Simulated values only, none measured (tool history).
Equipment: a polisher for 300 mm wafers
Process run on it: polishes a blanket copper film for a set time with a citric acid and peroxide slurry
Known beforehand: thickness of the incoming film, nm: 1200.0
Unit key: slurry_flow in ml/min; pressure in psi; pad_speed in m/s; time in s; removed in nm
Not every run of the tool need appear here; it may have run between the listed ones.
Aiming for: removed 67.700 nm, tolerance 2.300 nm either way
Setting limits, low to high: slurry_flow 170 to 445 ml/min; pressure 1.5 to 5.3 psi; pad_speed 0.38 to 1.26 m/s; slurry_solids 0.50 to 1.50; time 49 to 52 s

run	hour	slurry_flow	pressure	pad_speed	slurry_solids	time	removed
1	0.0	285	3.4	0.82	1.00	49	117.290
2	8.2	285	3.9	0.82	1.00	49	129.800
3	16.4	285	3.2	0.78	1.00	49	107.990
4	20.4	285	2.7	0.74	1.00	49	92.857
5	24.1	285	2.7	0.56	1.00	49	71.037
6	25.2	285	2.7	0.38	1.00	49	49.039
7	27.7	285	3.2	0.38	1.00	49	54.131
8	29.0	285	3.6	0.38	1.00	49	58.547
9	30.5	285	3.8	0.38	1.00	49	59.802
10	39.2	285	4.0	0.38	1.00	49	61.881
11	47.0	285	4.0	0.38	1.00	49	62.891
12	52.1	285	4.0	0.38	1.00	49	62.852
13	60.5	285	4.1	0.38	1.00	49	63.223

5 next moves are on the table. One of them brings every result within its allowed miss. Which?
A	68.9	205	4.4	0.38	1.00	49	?
B	68.9	325	4.6	0.38	1.00	51	?
C	68.9	270	4.3	0.38	0.85	49	?
D	68.9	315	3.8	0.40	0.95	52	?
E	68.9	195	3.0	0.48	0.70	49	?

move	removed
A	64.116
B	72.339
C	62.677
D	67.166
E	57.015
A: nearer the targets than the last run, but a result is still out of spec
B: takes the result that was furthest off past its target
C: misses by more than the last run did
D: all results in spec
E: misses by more than the last run did
So the answer is move D, the one that meets all the targets.

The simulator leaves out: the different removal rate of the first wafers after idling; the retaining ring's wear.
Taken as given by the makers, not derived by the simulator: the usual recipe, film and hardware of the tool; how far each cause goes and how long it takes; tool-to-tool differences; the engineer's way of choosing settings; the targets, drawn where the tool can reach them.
